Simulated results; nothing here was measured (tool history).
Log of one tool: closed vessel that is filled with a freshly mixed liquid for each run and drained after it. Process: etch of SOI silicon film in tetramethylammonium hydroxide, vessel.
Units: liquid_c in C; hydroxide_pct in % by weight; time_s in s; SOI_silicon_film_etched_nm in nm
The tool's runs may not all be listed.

{"run": 1, "hour": 0.0, "liquid_c": 63.0, "hydroxide_pct": 19.5, "time_s": 105, "SOI_silicon_film_etched_nm": 358.73}
{"run": 2, "hour": 4.6, "liquid_c": 63.0, "hydroxide_pct": 19.5, "time_s": 110, "SOI_silicon_film_etched_nm": 374.04}
{"run": 3, "hour": 6.4, "liquid_c": 60.5, "hydroxide_pct": 19.5, "time_s": 110, "SOI_silicon_film_etched_nm": 320.53}
{"run": 4, "hour": 14.7, "liquid_c": 60.5, "hydroxide_pct": 17.5, "time_s": 110, "SOI_silicon_film_etched_nm": 336.57}
{"run": 5, "hour": 18.4, "liquid_c": 60.5, "hydroxide_pct": 13.5, "time_s": 110, "SOI_silicon_film_etched_nm": 373.43}
{"run": 6, "hour": 27.4, "liquid_c": 60.5, "hydroxide_pct": 10.0, "time_s": 110, "SOI_silicon_film_etched_nm": 424.42}
{"run": 7, "hour": 28.6, "liquid_c": 57.5, "hydroxide_pct": 10.0, "time_s": 110, "SOI_silicon_film_etched_nm": 352.3}
{"run": 8, "hour": 29.6, "liquid_c": 55.0, "hydroxide_pct": 10.0, "time_s": 110, "SOI_silicon_film_etched_nm": 298.5}
{"run": 9, "hour": 34.3, "liquid_c": 55.0, "hydroxide_pct": 10.0, "time_s": 110, "SOI_silicon_film_etched_nm": 299.63}

The next listed run, before its measurement:
{"run": 10, "hour": 35.9, "liquid_c": 53.5, "hydroxide_pct": 10.0, "time_s": 110, "SOI_silicon_film_etched_nm": "?"}

Run 10 gave SOI_silicon_film_etched_nm 269.95 nm.
